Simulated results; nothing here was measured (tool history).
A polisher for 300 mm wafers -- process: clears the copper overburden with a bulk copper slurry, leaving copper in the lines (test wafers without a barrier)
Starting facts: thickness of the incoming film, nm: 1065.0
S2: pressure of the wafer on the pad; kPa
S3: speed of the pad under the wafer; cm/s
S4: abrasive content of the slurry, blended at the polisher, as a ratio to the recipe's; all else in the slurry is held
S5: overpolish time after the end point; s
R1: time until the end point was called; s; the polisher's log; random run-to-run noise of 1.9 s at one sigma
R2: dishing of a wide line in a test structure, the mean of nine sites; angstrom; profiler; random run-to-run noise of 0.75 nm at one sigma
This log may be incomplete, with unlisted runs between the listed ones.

Run 1, hour 0: flow of slurry (ml/min) 300, S2 13.8 kPa, S3 120 cm/s, S4 1, S5 15 s. Result: R1 115.13 s, R2 574.05 angstrom.
Run 2, hour 5.6: flow of slurry (ml/min) 300, S2 13.8 kPa, S3 120 cm/s, S4 1, S5 18 s. Result: R1 114.8 s, R2 640.73 angstrom.
Run 3, hour 13.6: flow of slurry (ml/min) 300, S2 11.7 kPa, S3 120 cm/s, S4 1, S5 15 s. Result: R1 133.21 s, R2 533.32 angstrom.
Run 4, hour 15.1: flow of slurry (ml/min) 300, S2 10.3 kPa, S3 120 cm/s, S4 1, S5 13 s. Result: R1 147.16 s, R2 436.09 angstrom.
Run 5, hour 24.1: flow of slurry (ml/min) 300, S2 10.3 kPa, S3 120 cm/s, S4 1.15, S5 13 s. Result: R1 141.59 s, R2 450.3 angstrom.
Run 6, hour 29.6: flow of slurry (ml/min) 300, S2 10.3 kPa, S3 120 cm/s, S4 1.15, S5 10 s. Result: R1 142.44 s, R2 381 angstrom.

Run 7 is up next; what results do you expect?
Run 7, hour 34.1: flow of slurry (ml/min) 300, S2 9 kPa, S3 120 cm/s, S4 1.15, S5 10 s. Result: R1 ?, R2 ?.

{"run 7": {"R1": 164.29, "R2": 355.31}}
